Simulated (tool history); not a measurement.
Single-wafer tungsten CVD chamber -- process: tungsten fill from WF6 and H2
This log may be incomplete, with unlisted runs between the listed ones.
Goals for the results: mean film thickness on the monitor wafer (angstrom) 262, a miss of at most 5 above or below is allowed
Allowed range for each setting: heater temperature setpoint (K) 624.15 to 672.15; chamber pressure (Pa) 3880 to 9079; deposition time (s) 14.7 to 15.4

run    day  heater temperature setpoint (K)  chamber pressure (Pa)  deposition time (s)  mean film thickness on the monitor wafer (angstrom)
  1      0                           648.15                   6479                 15.4                                               339.56
  2  0.112                           658.15                   6479                 15.4                                               406.64
  3  0.267                           658.15                   6479                 15.4                                               401.36
  4  0.633                           655.15                   6466                 15.4                                               380.74
  5  0.846                           655.15                   7159                 15.4                                               401.19
  6  1.179                           652.15                   7146                 15.4                                               381.05
  7  1.342                           649.15                   7133                 15.4                                               358.81
  8  1.479                           647.15                   7119                 15.4                                               348.79
  9  1.846                           635.15                   7026                 15.4                                               276.77

Next run, 4 choices. One meets every target within its allowed miss, the rest don't. Which?
  A  2.212                           637.15                   6693                 15.1                                                    ?
  B  2.212                           631.15                   7533                 15.4                                                    ?
  C  2.212                           634.15                   7053                 15.4                                                    ?
  D  2.212                           634.15                   7186                 15.3                                                    ?

move  mean film thickness on the monitor wafer (angstrom)
   A                                               273.73
   B                                               261.35
   C                                               269.46
   D                                               269.79
A: an improvement on the last run, though not all results are within tolerance
B: hits every target within its allowed miss
C: an improvement on the last run, though not all results are within tolerance
D: an improvement on the last run, though not all results are within tolerance
B meets every target.

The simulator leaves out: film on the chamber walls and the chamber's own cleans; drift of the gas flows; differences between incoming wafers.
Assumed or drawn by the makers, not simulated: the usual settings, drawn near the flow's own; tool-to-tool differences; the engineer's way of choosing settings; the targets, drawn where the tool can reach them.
